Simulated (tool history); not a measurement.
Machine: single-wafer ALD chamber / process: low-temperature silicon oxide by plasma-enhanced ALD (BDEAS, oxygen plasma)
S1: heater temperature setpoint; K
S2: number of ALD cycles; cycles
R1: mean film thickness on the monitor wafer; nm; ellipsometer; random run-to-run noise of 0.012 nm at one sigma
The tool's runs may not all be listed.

run  hour      S1  S2      R1
  1     0  373.15  37  4.8336
  2   8.3  380.15  37  4.7542
  3  12.4  380.15  34  4.3562
  4    15  384.15  34  4.3248
  5  19.5  384.15  38  4.8348
  6  23.4  387.15  36  4.5384
  7  24.8  389.15  35  4.3853
  8  26.6  391.15  34  4.2475

Estimate the outcome of run 9 from the log above:
  9  34.2  392.15  34   ?

R1: 4.2434 nm
